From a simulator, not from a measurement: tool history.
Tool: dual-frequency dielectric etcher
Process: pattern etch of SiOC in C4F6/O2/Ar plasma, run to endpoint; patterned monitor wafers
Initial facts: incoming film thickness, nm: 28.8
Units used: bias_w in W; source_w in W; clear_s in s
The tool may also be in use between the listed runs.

run 1 day=0.000 | bias_w=522 source_w=340 | clear_s=9.5787
run 2 day=0.183 | bias_w=546 source_w=350 | clear_s=9.4214
run 3 day=0.250 | bias_w=546 source_w=310 | clear_s=9.8270
run 4 day=0.333 | bias_w=456 source_w=310 | clear_s=10.1900
run 5 day=0.638 | bias_w=456 source_w=330 | clear_s=10.0910
run 6 day=0.842 | bias_w=542 source_w=330 | clear_s=9.7366
run 7 day=0.904 | bias_w=562 source_w=350 | clear_s=9.2842
run 8 day=1.150 | bias_w=562 source_w=350 | clear_s=9.4437

Estimate the outcome of run 9 from the log above:
run 9 day=1.400 | bias_w=583 source_w=360 | clear_s=?

Run 9 produced clear_s 9.1310 s.
